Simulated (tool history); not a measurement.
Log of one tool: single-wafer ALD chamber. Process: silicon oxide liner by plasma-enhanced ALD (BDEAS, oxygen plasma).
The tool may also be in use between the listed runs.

run	hour	heater temperature setpoint (°C)	number of ALD cycles (cycles)	mean film thickness on the monitor wafer (nm)
1	0	315	66	6.4807
2	8.7	311	66	6.4372
3	15.3	301	66	6.5679
4	17.4	301	69	6.8726
5	20.4	301	71	7.0373
6	23.8	301	79	7.8663

Run 7 comes next. What will it give?
7	26	301	78	?

{"run 7": {"mean film thickness on the monitor wafer (nm)": 7.7749}}

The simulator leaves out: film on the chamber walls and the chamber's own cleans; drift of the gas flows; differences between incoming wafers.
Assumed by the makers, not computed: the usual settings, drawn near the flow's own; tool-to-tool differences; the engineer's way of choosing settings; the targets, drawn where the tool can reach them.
